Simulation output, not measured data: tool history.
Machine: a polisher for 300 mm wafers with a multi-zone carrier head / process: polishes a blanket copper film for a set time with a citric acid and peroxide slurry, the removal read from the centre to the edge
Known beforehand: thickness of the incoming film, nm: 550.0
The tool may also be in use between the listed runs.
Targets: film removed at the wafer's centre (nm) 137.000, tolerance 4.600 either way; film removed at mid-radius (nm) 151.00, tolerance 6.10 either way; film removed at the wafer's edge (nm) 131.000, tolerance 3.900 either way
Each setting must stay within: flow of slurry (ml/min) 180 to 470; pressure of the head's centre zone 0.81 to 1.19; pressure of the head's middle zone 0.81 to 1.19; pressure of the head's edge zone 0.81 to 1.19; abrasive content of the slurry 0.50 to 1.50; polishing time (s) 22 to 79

run  hour  flow of slurry (ml/min)  pressure of the head's centre zone  pressure of the head's middle zone  pressure of the head's edge zone  abrasive content of the slurry  polishing time (s)  film removed at the wafer's centre (nm)  film removed at mid-radius (nm)  film removed at the wafer's edge (nm)
  1   0.0                      300                                1.00                                1.00                              1.00                            1.00                  50                                  113.000                           116.27                                112.520
  2   4.6                      305                                1.01                                1.03                              1.02                            1.05                  50                                  114.460                           121.86                                116.560
  3  12.4                      305                                0.96                                1.03                              1.02                            1.05                  50                                  109.160                           120.99                                115.260
  4  15.0                      305                                0.96                                1.03                              0.94                            1.05                  50                                  111.320                           121.70                                113.490
  5  17.3                      310                                0.98                                1.05                              0.95                            1.10                  50                                  113.130                           124.95                                114.930
  6  25.1                      310                                0.98                                1.05                              0.95                            1.10                  44                                   97.959                           111.24                                100.520
  7  30.4                      315                                1.01                                1.06                              0.96                            1.15                  45                                  108.810                           114.78                                104.470
  8  37.7                      315                                1.01                                1.08                              0.97                            1.20                  46                                  108.270                           121.41                                109.200

Which single option among these 4 for the next run brings every result within its allowed miss of target? Just one does.
  A  45.0                      335                                1.00                                1.03                              0.98                            1.35                  52                                        ?                                ?                                      ?
  B  45.0                      380                                1.07                                1.15                              1.03                            1.30                  52                                        ?                                ?                                      ?
  C  45.0                      290                                0.98                                1.04                              0.95                            1.30                  52                                        ?                                ?                                      ?
  D  45.0                      340                                0.97                                1.19                              0.85                            1.30                  36                                        ?                                ?                                      ?

move  film removed at the wafer's centre (nm)  film removed at mid-radius (nm)  film removed at the wafer's edge (nm)
   A                                  129.160                           137.97                                128.610
   B                                  138.540                           151.53                                130.920
   C                                  123.170                           135.61                                124.090
   D                                   85.995                           107.10                                 82.868
A: moves toward the targets from the last run without getting all of them in spec
B: all results land within tolerance of their targets
C: moves toward the targets from the last run without getting all of them in spec
D: its largest miss is bigger than the last run's
Move B is the one to make.

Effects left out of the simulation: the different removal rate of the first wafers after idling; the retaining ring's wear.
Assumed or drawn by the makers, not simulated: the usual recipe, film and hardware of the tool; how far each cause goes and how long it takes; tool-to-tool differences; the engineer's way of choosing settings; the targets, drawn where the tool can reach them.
